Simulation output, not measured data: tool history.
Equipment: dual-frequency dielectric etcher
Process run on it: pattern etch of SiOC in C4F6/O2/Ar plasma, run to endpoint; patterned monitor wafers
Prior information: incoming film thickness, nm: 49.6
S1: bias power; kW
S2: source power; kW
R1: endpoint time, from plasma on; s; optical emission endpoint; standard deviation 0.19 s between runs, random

| run | hour | S1 | S2 | R1 |
|---|---|---|---|---|
| 1 | 0.0 | 0.425 | 0.420 | 17.230 |
| 2 | 1.9 | 0.394 | 0.420 | 17.603 |
| 3 | 3.3 | 0.394 | 0.390 | 18.450 |
| 4 | 12.3 | 0.394 | 0.360 | 19.263 |
| 5 | 17.5 | 0.379 | 0.350 | 19.534 |
| 6 | 19.0 | 0.379 | 0.290 | 22.101 |
| 7 | 24.7 | 0.372 | 0.290 | 22.115 |
| 8 | 31.1 | 0.372 | 0.290 | 22.307 |
| 9 | 32.6 | 0.366 | 0.290 | 22.551 |
| 10 | 40.3 | 0.361 | 0.290 | 22.586 |

Expected results for the next run?
| 11 | 44.2 | 0.356 | 0.290 | ? |

{"run 11": {"R1": 22.902}}

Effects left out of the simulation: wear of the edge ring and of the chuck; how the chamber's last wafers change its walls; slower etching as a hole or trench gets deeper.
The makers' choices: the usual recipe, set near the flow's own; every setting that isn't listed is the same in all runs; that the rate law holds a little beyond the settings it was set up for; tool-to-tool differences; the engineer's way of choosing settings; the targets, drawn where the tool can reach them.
